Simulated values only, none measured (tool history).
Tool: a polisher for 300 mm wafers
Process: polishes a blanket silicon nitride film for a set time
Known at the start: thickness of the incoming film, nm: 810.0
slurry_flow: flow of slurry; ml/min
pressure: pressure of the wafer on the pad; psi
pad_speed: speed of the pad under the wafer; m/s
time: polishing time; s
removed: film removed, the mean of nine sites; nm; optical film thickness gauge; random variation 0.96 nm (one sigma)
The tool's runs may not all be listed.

Run 1, day 0: slurry_flow 250 ml/min, pressure 3.1 psi, pad_speed 0.98 m/s, time 110 s. Result: removed 170.19 nm.
Run 2, day 0.146: slurry_flow 250 ml/min, pressure 3.8 psi, pad_speed 0.98 m/s, time 110 s. Result: removed 207.98 nm.
Run 3, day 0.246: slurry_flow 250 ml/min, pressure 3.8 psi, pad_speed 1.2 m/s, time 110 s. Result: removed 236.56 nm.
Run 4, day 0.517: slurry_flow 250 ml/min, pressure 3.8 psi, pad_speed 1.2 m/s, time 115 s. Result: removed 256.94 nm.
Run 5, day 0.742: slurry_flow 250 ml/min, pressure 3.8 psi, pad_speed 1.38 m/s, time 115 s. Result: removed 280.82 nm.
Run 6, day 1.042: slurry_flow 250 ml/min, pressure 3 psi, pad_speed 1.38 m/s, time 115 s. Result: removed 224.58 nm.

Run 7 comes next. What will it give?
Run 7, day 1.304: slurry_flow 250 ml/min, pressure 2.8 psi, pad_speed 1.32 m/s, time 115 s. Result: removed ?.

{"run 7": {"removed": 199.62}}

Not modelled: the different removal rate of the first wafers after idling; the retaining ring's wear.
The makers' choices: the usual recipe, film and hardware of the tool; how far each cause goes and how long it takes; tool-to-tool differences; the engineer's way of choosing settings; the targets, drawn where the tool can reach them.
